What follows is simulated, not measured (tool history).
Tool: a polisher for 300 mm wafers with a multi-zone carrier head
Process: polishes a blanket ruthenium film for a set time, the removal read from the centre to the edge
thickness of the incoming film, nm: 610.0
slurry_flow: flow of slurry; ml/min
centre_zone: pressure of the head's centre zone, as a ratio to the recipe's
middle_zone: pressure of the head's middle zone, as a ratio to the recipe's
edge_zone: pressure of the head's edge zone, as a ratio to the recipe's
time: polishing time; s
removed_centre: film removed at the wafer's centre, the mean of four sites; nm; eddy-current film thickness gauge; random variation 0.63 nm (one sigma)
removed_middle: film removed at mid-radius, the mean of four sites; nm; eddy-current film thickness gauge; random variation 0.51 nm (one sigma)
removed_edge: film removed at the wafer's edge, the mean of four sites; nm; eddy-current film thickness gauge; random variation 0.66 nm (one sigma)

| run | hour | slurry_flow | centre_zone | middle_zone | edge_zone | time | removed_centre | removed_middle | removed_edge |
|---|---|---|---|---|---|---|---|---|---|
| 1 | 0 | 165 | 1 | 1 | 1 | 78 | 79.219 | 76.036 | 76.944 |
| 2 | 7.8 | 165 | 0.99 | 1 | 0.99 | 75 | 72.812 | 73.573 | 72.777 |
| 3 | 9.2 | 165 | 0.99 | 0.93 | 0.99 | 75 | 74.47 | 70.048 | 75.026 |
| 4 | 10.1 | 195 | 0.99 | 0.93 | 0.99 | 75 | 76.602 | 71.018 | 75.21 |
| 5 | 13.9 | 195 | 0.98 | 0.93 | 0.98 | 72 | 73.027 | 67.963 | 72.883 |
| 6 | 22.8 | 195 | 0.97 | 0.93 | 0.97 | 69 | 68.133 | 65.257 | 68.996 |
| 7 | 30.3 | 195 | 0.97 | 0.93 | 0.96 | 67 | 65.149 | 64.464 | 64.861 |

The next listed run, before its measurement:
| 8 | 37.3 | 145 | 0.87 | 0.83 | 0.86 | 56 | ? | ? | ? |

removed_centre: 48.474 nm
removed_middle: 46.646 nm
removed_edge: 52.4 nm
